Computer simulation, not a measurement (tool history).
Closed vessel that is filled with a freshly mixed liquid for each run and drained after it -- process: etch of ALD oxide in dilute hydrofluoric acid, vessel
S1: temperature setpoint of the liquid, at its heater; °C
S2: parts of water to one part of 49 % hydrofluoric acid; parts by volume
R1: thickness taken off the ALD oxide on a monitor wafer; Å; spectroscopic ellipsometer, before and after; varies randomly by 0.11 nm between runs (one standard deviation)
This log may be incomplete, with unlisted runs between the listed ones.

run 1 day=0 | S1=24 S2=95 time_in_the_liquid_(s)=30 | R1=81.322
run 2 day=0.179 | S1=26.5 S2=85 time_in_the_liquid_(s)=30 | R1=101.08
run 3 day=0.388 | S1=25 S2=85 time_in_the_liquid_(s)=30 | R1=96.24
run 4 day=0.5 | S1=26.5 S2=85 time_in_the_liquid_(s)=30 | R1=103.65
run 5 day=0.625 | S1=26.5 S2=85 time_in_the_liquid_(s)=30 | R1=102.25
run 6 day=0.946 | S1=25 S2=85 time_in_the_liquid_(s)=30 | R1=96.749
run 7 day=1.054 | S1=27 S2=80 time_in_the_liquid_(s)=30 | R1=112.75
run 8 day=1.246 | S1=28.5 S2=80 time_in_the_liquid_(s)=30 | R1=118.38
run 9 day=1.633 | S1=29.5 S2=80 time_in_the_liquid_(s)=30 | R1=122.21

Expected results for the next run?
run 10 day=1.958 | S1=30.5 S2=75 time_in_the_liquid_(s)=30 | R1=?

R1: 139.82 Å
